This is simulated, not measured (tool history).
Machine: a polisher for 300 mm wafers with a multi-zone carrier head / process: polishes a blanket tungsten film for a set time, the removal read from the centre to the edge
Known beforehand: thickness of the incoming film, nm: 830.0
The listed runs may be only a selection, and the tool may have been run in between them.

| run | hour | flow of slurry (ml/min) | pressure of the head's centre zone | pressure of the head's middle zone | pressure of the head's edge zone | abrasive content of the slurry | polishing time (s) | film removed at the wafer's centre (angstrom) | film removed at mid-radius (angstrom) | film removed at the wafer's edge (angstrom) |
|---|---|---|---|---|---|---|---|---|---|---|
| 1 | 0 | 230 | 1 | 1 | 1 | 1 | 81 | 3125.4 | 3050.8 | 3037.3 |
| 2 | 2 | 230 | 1.03 | 1 | 1 | 1 | 81 | 3224 | 3045 | 3068.9 |
| 3 | 4.2 | 230 | 1.03 | 0.95 | 1 | 1 | 81 | 3231.6 | 2873.5 | 3003.5 |
| 4 | 12.7 | 255 | 1.06 | 1 | 0.94 | 0.85 | 66 | 2628.5 | 2383.7 | 2338.9 |
| 5 | 18.5 | 290 | 1.06 | 1 | 0.94 | 0.85 | 66 | 2628.5 | 2417.8 | 2329.1 |
| 6 | 24.2 | 300 | 1.08 | 1.03 | 0.9 | 0.75 | 59 | 2377.2 | 2159.7 | 1992.3 |
| 7 | 25.6 | 305 | 1.08 | 1.05 | 0.87 | 0.65 | 56 | 2139.8 | 1992.7 | 1802.4 |
| 8 | 28.1 | 305 | 1.09 | 1.07 | 0.85 | 0.6 | 55 | 2104.2 | 1906.7 | 1693.9 |
| 9 | 36.2 | 295 | 1.09 | 1.09 | 0.84 | 0.6 | 55 | 2070.2 | 1958.1 | 1709.4 |
| 10 | 39.7 | 315 | 1.12 | 1.1 | 0.81 | 0.5 | 49 | 1793.7 | 1693 | 1400.2 |

Run 11, settings as shown, results not yet in. Your forecast:
| 11 | 45 | 315 | 1.13 | 1.11 | 0.85 | 0.55 | 49 | ? | ? | ? |

film removed at the wafer's centre (angstrom): 1853.5
film removed at mid-radius (angstrom): 1736.9
film removed at the wafer's edge (angstrom): 1466.9

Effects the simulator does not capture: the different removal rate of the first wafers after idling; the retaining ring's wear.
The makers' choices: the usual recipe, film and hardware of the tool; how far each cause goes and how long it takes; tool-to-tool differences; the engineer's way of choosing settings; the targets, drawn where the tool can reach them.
